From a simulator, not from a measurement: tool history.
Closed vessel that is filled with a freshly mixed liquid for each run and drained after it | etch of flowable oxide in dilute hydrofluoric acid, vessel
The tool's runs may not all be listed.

run  hour  temperature setpoint of the liquid (°C)  parts of water to one part of 49 % hydrofluoric acid (parts by volume)  time in the liquid (s)  thickness taken off the flowable oxide on a monitor wafer (Å)
  1   0.0                                     25.0                                                                     205                     100                                                         176.87
  2   4.7                                     27.0                                                                     170                     100                                                         239.57
  3   8.0                                     27.0                                                                     135                     100                                                         318.72
  4  14.6                                     27.0                                                                     165                     100                                                         248.24
  5  15.8                                     27.0                                                                     140                     100                                                         303.91
  6  19.9                                     27.0                                                                     140                     100                                                         302.34
  7  25.0                                     28.5                                                                     125                     100                                                         361.50
  8  31.3                                     29.5                                                                     115                     100                                                         413.96
  9  37.2                                     30.5                                                                     110                     100                                                         455.17

Predict the results of run 10:
 10  38.6                                     31.0                                                                     110                     100                                                              ?

{"run 10": {"thickness taken off the flowable oxide on a monitor wafer (Å)": 461.33}}

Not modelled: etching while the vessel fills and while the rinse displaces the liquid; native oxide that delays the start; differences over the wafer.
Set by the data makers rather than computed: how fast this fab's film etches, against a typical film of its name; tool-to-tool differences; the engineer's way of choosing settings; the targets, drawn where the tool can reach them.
